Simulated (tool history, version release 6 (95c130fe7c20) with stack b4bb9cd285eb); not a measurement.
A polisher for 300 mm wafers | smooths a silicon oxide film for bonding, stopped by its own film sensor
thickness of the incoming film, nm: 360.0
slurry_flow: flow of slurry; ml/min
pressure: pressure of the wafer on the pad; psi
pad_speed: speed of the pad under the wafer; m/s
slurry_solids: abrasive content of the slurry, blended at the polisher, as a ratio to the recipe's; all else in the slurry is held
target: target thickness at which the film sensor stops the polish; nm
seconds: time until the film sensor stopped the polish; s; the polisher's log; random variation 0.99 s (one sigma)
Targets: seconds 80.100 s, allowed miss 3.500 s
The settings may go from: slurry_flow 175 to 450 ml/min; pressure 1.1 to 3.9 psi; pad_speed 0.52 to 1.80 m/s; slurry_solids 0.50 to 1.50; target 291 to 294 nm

| run | hour | slurry_flow | pressure | pad_speed | slurry_solids | target | seconds |
|---|---|---|---|---|---|---|---|
| 1 | 0.0 | 290 | 2.5 | 1.16 | 1.00 | 294 | 49.505 |
| 2 | 7.3 | 290 | 2.5 | 1.16 | 1.00 | 291 | 52.042 |
| 3 | 15.7 | 290 | 2.5 | 1.40 | 1.00 | 291 | 45.054 |
| 4 | 20.8 | 290 | 2.5 | 1.40 | 1.15 | 291 | 43.881 |
| 5 | 28.8 | 290 | 2.5 | 1.40 | 1.30 | 291 | 40.583 |
| 6 | 35.1 | 290 | 2.1 | 1.34 | 1.30 | 291 | 49.625 |
| 7 | 37.2 | 290 | 1.8 | 1.30 | 1.30 | 291 | 59.387 |
| 8 | 38.2 | 290 | 1.6 | 1.30 | 1.30 | 291 | 64.987 |
| 9 | 45.7 | 290 | 1.5 | 1.30 | 1.30 | 291 | 68.842 |
| 10 | 51.7 | 290 | 1.4 | 1.30 | 1.30 | 291 | 75.124 |

5 next moves are on the table. One of them brings every result within its allowed miss. Which?
| A | 57.7 | 330 | 1.2 | 1.70 | 1.25 | 293 | ? |
| B | 57.7 | 315 | 1.5 | 1.24 | 1.30 | 291 | ? |
| C | 57.7 | 265 | 1.3 | 1.20 | 1.25 | 291 | ? |
| D | 57.7 | 285 | 1.2 | 1.28 | 1.10 | 293 | ? |
| E | 57.7 | 240 | 1.4 | 1.28 | 1.15 | 291 | ? |

| move | seconds |
|---|---|
| A | 70.653 |
| B | 72.525 |
| C | 87.490 |
| D | 90.749 |
| E | 81.216 |
A: further off than the last run
B: further off than the last run
C: takes the result that was furthest off past its target
D: takes the result that was furthest off past its target
E: meets every target
Answer: E
